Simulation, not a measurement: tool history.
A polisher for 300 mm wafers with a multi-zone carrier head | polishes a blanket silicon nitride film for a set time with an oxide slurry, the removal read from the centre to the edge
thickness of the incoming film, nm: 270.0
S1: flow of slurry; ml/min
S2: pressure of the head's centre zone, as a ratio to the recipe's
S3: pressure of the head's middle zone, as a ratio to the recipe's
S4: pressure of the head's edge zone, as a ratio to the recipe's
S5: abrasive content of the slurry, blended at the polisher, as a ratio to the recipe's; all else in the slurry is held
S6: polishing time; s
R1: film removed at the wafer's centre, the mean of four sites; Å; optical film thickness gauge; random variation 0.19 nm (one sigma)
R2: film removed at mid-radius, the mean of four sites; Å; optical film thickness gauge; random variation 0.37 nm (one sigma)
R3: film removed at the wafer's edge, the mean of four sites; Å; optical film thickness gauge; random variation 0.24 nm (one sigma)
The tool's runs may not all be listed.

run 1 day=0.000 | S1=190 S2=1.00 S3=1.00 S4=1.00 S5=1.00 S6=44 | R1=271.73 R2=276.48 R3=278.64
run 2 day=0.125 | S1=190 S2=1.00 S3=1.00 S4=1.00 S5=1.00 S6=50 | R1=312.54 R2=322.44 R3=312.69
run 3 day=0.262 | S1=190 S2=0.94 S3=1.00 S4=1.00 S5=1.00 S6=50 | R1=288.72 R2=308.44 R3=320.26
run 4 day=0.408 | S1=185 S2=0.93 S3=1.00 S4=0.99 S5=1.00 S6=50 | R1=291.93 R2=318.84 R3=315.12
run 5 day=0.612 | S1=185 S2=0.93 S3=1.05 S4=0.99 S5=1.00 S6=50 | R1=284.66 R2=319.04 R3=311.14
run 6 day=0.900 | S1=180 S2=0.92 S3=1.04 S4=0.99 S5=1.00 S6=50 | R1=282.75 R2=318.72 R3=312.42
run 7 day=0.962 | S1=145 S2=0.82 S3=0.94 S4=0.96 S5=0.85 S6=50 | R1=230.37 R2=276.41 R3=284.54
run 8 day=1.333 | S1=145 S2=0.82 S3=0.93 S4=0.96 S5=0.85 S6=50 | R1=233.10 R2=271.70 R3=281.85

Run 9 comes next. What will it give?
run 9 day=1.662 | S1=155 S2=0.82 S3=0.92 S4=0.98 S5=0.85 S6=50 | R1=? R2=? R3=?

R1: 230.83 Å
R2: 273.25 Å
R3: 284.29 Å
